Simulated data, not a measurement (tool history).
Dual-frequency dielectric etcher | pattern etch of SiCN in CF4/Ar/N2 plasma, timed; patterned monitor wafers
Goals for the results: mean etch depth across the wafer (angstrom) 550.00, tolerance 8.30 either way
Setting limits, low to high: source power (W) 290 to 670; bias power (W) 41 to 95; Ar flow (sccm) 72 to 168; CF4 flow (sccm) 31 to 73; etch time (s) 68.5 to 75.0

| run | hour | source power (W) | bias power (W) | Ar flow (sccm) | CF4 flow (sccm) | etch time (s) | mean etch depth across the wafer (angstrom) |
|---|---|---|---|---|---|---|---|
| 1 | 0.0 | 480 | 68 | 120 | 52 | 75.0 | 609.93 |
| 2 | 9.0 | 480 | 68 | 120 | 57 | 75.0 | 623.01 |
| 3 | 13.1 | 480 | 68 | 120 | 57 | 75.0 | 623.49 |
| 4 | 19.3 | 480 | 68 | 120 | 49 | 75.0 | 601.43 |
| 5 | 20.1 | 480 | 73 | 120 | 49 | 75.0 | 618.20 |
| 6 | 27.4 | 480 | 84 | 120 | 49 | 75.0 | 659.35 |
| 7 | 28.9 | 380 | 83 | 120 | 49 | 75.0 | 509.44 |
| 8 | 36.4 | 390 | 83 | 120 | 49 | 75.0 | 523.50 |
| 9 | 41.6 | 400 | 83 | 120 | 49 | 75.0 | 537.18 |

Consider the 5 candidate settings below. Which is the only one whose results all fall within their allowed miss of target?
| A | 46.8 | 450 | 70 | 97 | 55 | 68.5 | ? |
| B | 46.8 | 390 | 90 | 135 | 51 | 74.5 | ? |
| C | 46.8 | 440 | 70 | 128 | 56 | 71.0 | ? |
| D | 46.8 | 420 | 82 | 115 | 45 | 70.5 | ? |
| E | 46.8 | 390 | 95 | 117 | 57 | 74.5 | ? |

| move | mean etch depth across the wafer (angstrom) |
|---|---|
| A | 549.24 |
| B | 537.61 |
| C | 537.62 |
| D | 524.25 |
| E | 573.12 |
A: all results in spec
B: no nearer and no further than the last run
C: no nearer and no further than the last run
D: its largest miss is bigger than the last run's
E: pushes the last run's worst result past its target
So the answer is move A, the one that meets all the targets.
